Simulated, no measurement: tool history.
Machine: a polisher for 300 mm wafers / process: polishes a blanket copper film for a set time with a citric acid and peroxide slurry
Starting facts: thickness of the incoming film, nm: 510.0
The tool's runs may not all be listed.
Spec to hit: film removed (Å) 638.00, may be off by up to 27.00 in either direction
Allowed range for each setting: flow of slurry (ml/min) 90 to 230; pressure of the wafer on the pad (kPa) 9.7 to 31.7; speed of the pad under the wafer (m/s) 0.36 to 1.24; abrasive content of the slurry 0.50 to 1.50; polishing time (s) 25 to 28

| run | hour | flow of slurry (ml/min) | pressure of the wafer on the pad (kPa) | speed of the pad under the wafer (m/s) | abrasive content of the slurry | polishing time (s) | film removed (Å) |
|---|---|---|---|---|---|---|---|
| 1 | 0.0 | 150 | 20.7 | 0.80 | 1.00 | 28 | 418.40 |
| 2 | 1.9 | 155 | 23.4 | 0.80 | 1.00 | 28 | 483.18 |
| 3 | 6.5 | 160 | 24.8 | 0.80 | 1.00 | 28 | 496.76 |
| 4 | 11.0 | 160 | 24.8 | 0.80 | 1.10 | 28 | 526.33 |
| 5 | 18.4 | 160 | 24.8 | 0.70 | 1.10 | 28 | 463.74 |
| 6 | 20.9 | 160 | 26.9 | 0.70 | 1.10 | 28 | 483.40 |
| 7 | 29.0 | 165 | 28.3 | 0.72 | 1.10 | 28 | 539.88 |
| 8 | 35.2 | 170 | 29.6 | 0.72 | 1.10 | 28 | 557.57 |
| 9 | 37.7 | 170 | 30.3 | 0.74 | 1.10 | 28 | 577.87 |

Which of these 5 next moves meets every target?
| A | 40.2 | 205 | 31.0 | 0.70 | 1.00 | 27 | ? |
| B | 40.2 | 200 | 26.9 | 0.80 | 1.25 | 25 | ? |
| C | 40.2 | 190 | 25.5 | 0.70 | 1.10 | 28 | ? |
| D | 40.2 | 155 | 27.6 | 0.72 | 1.10 | 28 | ? |
| E | 40.2 | 175 | 31.7 | 0.76 | 1.10 | 28 | ? |

| move | film removed (Å) |
|---|---|
| A | 550.12 |
| B | 538.86 |
| C | 482.77 |
| D | 517.53 |
| E | 634.95 |
A: moves away from the targets compared with the last run
B: moves away from the targets compared with the last run
C: moves away from the targets compared with the last run
D: moves away from the targets compared with the last run
E: meets every target
So the answer is move E, the one that meets all the targets.

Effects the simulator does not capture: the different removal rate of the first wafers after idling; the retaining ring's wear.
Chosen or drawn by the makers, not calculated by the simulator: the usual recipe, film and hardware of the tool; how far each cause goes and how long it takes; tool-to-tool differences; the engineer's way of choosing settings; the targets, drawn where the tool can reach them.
